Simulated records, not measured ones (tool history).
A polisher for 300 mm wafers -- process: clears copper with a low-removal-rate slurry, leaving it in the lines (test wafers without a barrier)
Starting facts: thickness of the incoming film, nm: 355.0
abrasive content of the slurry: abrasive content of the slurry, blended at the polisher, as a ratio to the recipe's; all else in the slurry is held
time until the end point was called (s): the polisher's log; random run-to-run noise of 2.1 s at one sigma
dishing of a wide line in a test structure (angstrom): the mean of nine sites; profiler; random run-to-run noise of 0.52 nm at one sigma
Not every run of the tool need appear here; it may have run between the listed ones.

run  hour  flow of slurry (ml/min)  pressure of the wafer on the pad (psi)  speed of the pad under the wafer (m/s)  abrasive content of the slurry  overpolish time after the end point (s)  time until the end point was called (s)  dishing of a wide line in a test structure (angstrom)
  1     0                      150                                     2.8                                    0.96                               1                                       29                                   111.61                                                 428.88
  2   1.4                      150                                     2.8                                    0.96                            1.05                                       29                                   116.67                                                  418.4
  3   2.6                      170                                     2.8                                    0.96                            1.05                                       29                                   111.77                                                 432.44
  4   7.5                      170                                     3.2                                    0.96                            1.05                                       29                                   102.79                                                  460.2
  5  12.2                      170                                       3                                    0.96                            1.05                                       28                                   108.29                                                 439.88
  6  13.9                      170                                     3.3                                    0.96                            1.05                                       28                                    97.31                                                 452.39
  7  17.6                      170                                     3.2                                    0.96                            1.05                                       27                                   102.42                                                 445.41

Run 8 is up next; what results do you expect?
  8  21.5                      170                                     3.1                                    0.96                            1.05                                       26                                        ?                                                      ?

time until the end point was called (s): 103.19
dishing of a wide line in a test structure (angstrom): 434.1
